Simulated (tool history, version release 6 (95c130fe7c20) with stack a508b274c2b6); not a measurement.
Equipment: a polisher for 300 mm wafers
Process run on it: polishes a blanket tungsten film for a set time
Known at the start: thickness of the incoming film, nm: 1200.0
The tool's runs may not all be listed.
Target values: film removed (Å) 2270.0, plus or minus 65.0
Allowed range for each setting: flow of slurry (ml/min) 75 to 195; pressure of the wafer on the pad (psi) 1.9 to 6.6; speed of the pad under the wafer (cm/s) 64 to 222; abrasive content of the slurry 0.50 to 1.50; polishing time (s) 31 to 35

run	hour	flow of slurry (ml/min)	pressure of the wafer on the pad (psi)	speed of the pad under the wafer (cm/s)	abrasive content of the slurry	polishing time (s)	film removed (Å)
1	0.0	125	4.2	142	1.00	35	2799.1
2	5.2	125	4.2	142	1.00	31	2442.6
3	5.9	125	5.2	142	1.00	31	2815.0
4	12.7	115	4.8	142	1.00	31	2659.6
5	16.9	115	4.8	142	1.00	31	2679.3
6	24.2	115	4.8	142	1.10	31	2754.7
7	30.9	110	4.5	142	1.10	31	2631.9
8	34.5	110	4.2	142	1.10	31	2479.5
9	40.3	105	4.1	142	1.10	31	2422.9
10	47.2	100	4.0	142	1.10	31	2385.1

Which single option among these 5 for the next run brings every result within its allowed miss of target? Just one does.
A	54.1	75	3.3	138	1.20	35	?
B	54.1	125	5.0	108	1.00	35	?
C	54.1	85	5.0	112	1.30	34	?
D	54.1	85	5.0	126	0.85	35	?
E	54.1	130	4.3	124	1.15	35	?

move	film removed (Å)
A	2258.0
B	2432.1
C	2491.7
D	2492.5
E	2634.6
A: each result inside its tolerance
B: misses by more than the last run did
C: misses by more than the last run did
D: misses by more than the last run did
E: misses by more than the last run did
A meets every target.

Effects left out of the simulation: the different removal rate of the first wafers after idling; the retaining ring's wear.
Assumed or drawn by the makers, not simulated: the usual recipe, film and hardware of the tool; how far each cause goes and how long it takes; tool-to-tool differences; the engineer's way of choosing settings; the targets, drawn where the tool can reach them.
